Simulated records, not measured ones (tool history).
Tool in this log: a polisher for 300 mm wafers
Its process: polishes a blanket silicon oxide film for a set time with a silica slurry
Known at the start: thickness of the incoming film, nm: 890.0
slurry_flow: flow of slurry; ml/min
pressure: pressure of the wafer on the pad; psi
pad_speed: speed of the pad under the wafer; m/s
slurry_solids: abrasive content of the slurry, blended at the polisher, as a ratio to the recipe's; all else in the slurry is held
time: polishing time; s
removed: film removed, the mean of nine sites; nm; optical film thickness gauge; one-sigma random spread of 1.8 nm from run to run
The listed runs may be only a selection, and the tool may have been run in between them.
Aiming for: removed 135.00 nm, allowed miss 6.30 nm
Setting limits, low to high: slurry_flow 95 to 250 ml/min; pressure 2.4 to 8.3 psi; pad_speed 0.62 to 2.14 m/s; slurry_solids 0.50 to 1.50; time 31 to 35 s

| run | hour | slurry_flow | pressure | pad_speed | slurry_solids | time | removed |
|---|---|---|---|---|---|---|---|
| 1 | 0.0 | 160 | 5.3 | 1.38 | 1.00 | 35 | 177.79 |
| 2 | 8.9 | 160 | 5.1 | 1.38 | 1.00 | 35 | 166.72 |
| 3 | 14.3 | 160 | 5.1 | 1.38 | 1.00 | 31 | 152.07 |
| 4 | 17.0 | 160 | 5.1 | 1.38 | 1.00 | 31 | 154.63 |
| 5 | 24.4 | 160 | 4.1 | 1.38 | 1.00 | 31 | 121.79 |
| 6 | 26.3 | 135 | 4.1 | 1.38 | 1.00 | 31 | 123.03 |
| 7 | 31.0 | 135 | 4.2 | 1.38 | 1.00 | 31 | 124.44 |
| 8 | 35.6 | 135 | 4.2 | 1.38 | 1.00 | 31 | 124.35 |

5 candidate next runs follow, results not yet known. Just one meets every target within its allowed miss. Identify it.
| A | 40.2 | 120 | 4.0 | 1.26 | 1.00 | 35 | ? |
| B | 40.2 | 150 | 4.4 | 1.38 | 1.05 | 34 | ? |
| C | 40.2 | 140 | 4.2 | 1.20 | 1.15 | 35 | ? |
| D | 40.2 | 165 | 4.7 | 1.16 | 0.90 | 31 | ? |
| E | 40.2 | 110 | 3.5 | 1.48 | 1.10 | 35 | ? |

| move | removed |
|---|---|
| A | 121.06 |
| B | 144.88 |
| C | 130.58 |
| D | 117.19 |
| E | 123.95 |
A: lands further from the targets than the last run did
B: takes the result that was furthest off past its target
C: hits every target within its allowed miss
D: lands further from the targets than the last run did
E: no better and no worse than the last run
C is the move that brings every result within its allowed miss.

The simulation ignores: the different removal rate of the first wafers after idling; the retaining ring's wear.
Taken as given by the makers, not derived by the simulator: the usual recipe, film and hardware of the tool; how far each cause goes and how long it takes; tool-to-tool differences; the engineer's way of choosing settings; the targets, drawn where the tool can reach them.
